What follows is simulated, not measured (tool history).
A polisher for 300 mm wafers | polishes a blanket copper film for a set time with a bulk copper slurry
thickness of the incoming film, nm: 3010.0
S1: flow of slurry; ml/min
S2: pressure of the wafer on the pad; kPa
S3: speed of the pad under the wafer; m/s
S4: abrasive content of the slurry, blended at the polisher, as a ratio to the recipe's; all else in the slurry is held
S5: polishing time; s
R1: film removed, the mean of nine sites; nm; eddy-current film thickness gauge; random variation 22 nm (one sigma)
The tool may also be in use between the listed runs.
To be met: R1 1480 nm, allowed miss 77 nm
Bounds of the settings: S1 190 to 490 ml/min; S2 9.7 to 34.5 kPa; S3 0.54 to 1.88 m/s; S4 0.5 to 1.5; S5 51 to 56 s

Run 1, hour 0: S1 315 ml/min, S2 22.1 kPa, S3 1.2 m/s, S4 1, S5 56 s. Result: R1 811.46 nm.
Run 2, hour 1.1: S1 315 ml/min, S2 26.2 kPa, S3 1.22 m/s, S4 1, S5 56 s. Result: R1 949.96 nm.
Run 3, hour 6.5: S1 315 ml/min, S2 26.2 kPa, S3 1.22 m/s, S4 0.8, S5 56 s. Result: R1 910.77 nm.
Run 4, hour 10.3: S1 315 ml/min, S2 26.2 kPa, S3 1.22 m/s, S4 0.8, S5 51 s. Result: R1 812.47 nm.
Run 5, hour 17.1: S1 315 ml/min, S2 29 kPa, S3 1.34 m/s, S4 0.8, S5 51 s. Result: R1 1000.2 nm.
Run 6, hour 20.5: S1 315 ml/min, S2 30.3 kPa, S3 1.42 m/s, S4 0.8, S5 51 s. Result: R1 1101.5 nm.
Run 7, hour 29.3: S1 315 ml/min, S2 30.3 kPa, S3 1.42 m/s, S4 0.8, S5 51 s. Result: R1 1111.6 nm.
Run 8, hour 33.4: S1 315 ml/min, S2 31.7 kPa, S3 1.48 m/s, S4 0.8, S5 51 s. Result: R1 1208.9 nm.

Which of these 5 next moves meets every target?
Run A, hour 37.5: S1 370 ml/min, S2 26.2 kPa, S3 1.5 m/s, S4 0.6, S5 51 s. Result: R1 ?.
Run B, hour 37.5: S1 315 ml/min, S2 29.6 kPa, S3 1.36 m/s, S4 0.85, S5 51 s. Result: R1 ?.
Run C, hour 37.5: S1 310 ml/min, S2 31 kPa, S3 1.2 m/s, S4 0.75, S5 51 s. Result: R1 ?.
Run D, hour 37.5: S1 220 ml/min, S2 32.4 kPa, S3 1.32 m/s, S4 0.75, S5 51 s. Result: R1 ?.
Run E, hour 37.5: S1 275 ml/min, S2 31 kPa, S3 1.74 m/s, S4 0.7, S5 56 s. Result: R1 ?.

move      R1
   A  974.84
   B  1061.7
   C  955.33
   D  1050.3
   E  1466.8
A: further off than the last run
B: further off than the last run
C: further off than the last run
D: further off than the last run
E: meets every target
Answer: E
